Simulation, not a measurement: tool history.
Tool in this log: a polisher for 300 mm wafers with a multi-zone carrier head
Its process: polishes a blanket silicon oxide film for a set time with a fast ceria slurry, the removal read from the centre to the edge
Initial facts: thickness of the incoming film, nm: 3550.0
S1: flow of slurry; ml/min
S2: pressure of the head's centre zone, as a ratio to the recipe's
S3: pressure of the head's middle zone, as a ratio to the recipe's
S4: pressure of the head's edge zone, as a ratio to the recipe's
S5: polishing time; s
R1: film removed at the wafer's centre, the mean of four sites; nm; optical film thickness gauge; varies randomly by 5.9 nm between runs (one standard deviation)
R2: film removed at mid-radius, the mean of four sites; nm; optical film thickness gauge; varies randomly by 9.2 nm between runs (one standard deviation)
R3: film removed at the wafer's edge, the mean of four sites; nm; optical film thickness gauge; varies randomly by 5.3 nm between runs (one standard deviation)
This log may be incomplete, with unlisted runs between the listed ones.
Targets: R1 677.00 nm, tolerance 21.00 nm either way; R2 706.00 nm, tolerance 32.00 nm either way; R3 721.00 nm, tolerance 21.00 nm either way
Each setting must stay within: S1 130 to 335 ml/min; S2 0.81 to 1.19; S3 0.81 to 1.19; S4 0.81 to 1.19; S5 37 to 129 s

| run | hour | S1 | S2 | S3 | S4 | S5 | R1 | R2 | R3 |
|---|---|---|---|---|---|---|---|---|---|
| 1 | 0.0 | 215 | 1.00 | 1.00 | 1.00 | 83 | 848.13 | 860.83 | 849.08 |
| 2 | 5.5 | 205 | 0.97 | 0.97 | 0.96 | 81 | 799.73 | 784.88 | 823.34 |
| 3 | 8.2 | 205 | 0.97 | 1.04 | 0.96 | 81 | 795.65 | 866.76 | 822.10 |
| 4 | 9.8 | 205 | 1.05 | 1.04 | 0.96 | 81 | 849.92 | 858.89 | 823.51 |
| 5 | 12.2 | 200 | 1.01 | 1.02 | 0.95 | 78 | 798.54 | 795.88 | 783.00 |
| 6 | 18.6 | 190 | 0.97 | 1.01 | 0.93 | 77 | 753.30 | 782.08 | 774.75 |
| 7 | 22.3 | 190 | 0.96 | 1.00 | 0.92 | 75 | 717.55 | 765.24 | 744.78 |
| 8 | 23.0 | 180 | 0.95 | 0.99 | 0.91 | 75 | 712.98 | 764.08 | 718.66 |
| 9 | 25.2 | 180 | 0.93 | 0.97 | 0.92 | 75 | 702.27 | 724.00 | 733.59 |

Next run, 5 choices. One meets every target within its allowed miss, the rest don't. Which?
| A | 27.4 | 135 | 0.96 | 1.07 | 0.95 | 75 | ? | ? | ? |
| B | 27.4 | 175 | 0.86 | 0.96 | 0.95 | 73 | ? | ? | ? |
| C | 27.4 | 145 | 1.01 | 1.01 | 0.93 | 76 | ? | ? | ? |
| D | 27.4 | 190 | 0.86 | 0.88 | 0.81 | 77 | ? | ? | ? |
| E | 27.4 | 205 | 0.85 | 1.03 | 0.94 | 77 | ? | ? | ? |

| move | R1 | R2 | R3 |
|---|---|---|---|
| A | 667.08 | 772.62 | 706.40 |
| B | 626.98 | 724.15 | 715.60 |
| C | 719.29 | 757.59 | 717.56 |
| D | 671.39 | 720.61 | 710.22 |
| E | 674.30 | 831.85 | 764.81 |
A: corrects the largest miss of the last run, while another result sits out of spec
B: takes the result that was furthest off past its target
C: lands further from the targets than the last run did
D: every result lands within tolerance
E: corrects the largest miss of the last run, while another result sits out of spec
The right move is D.
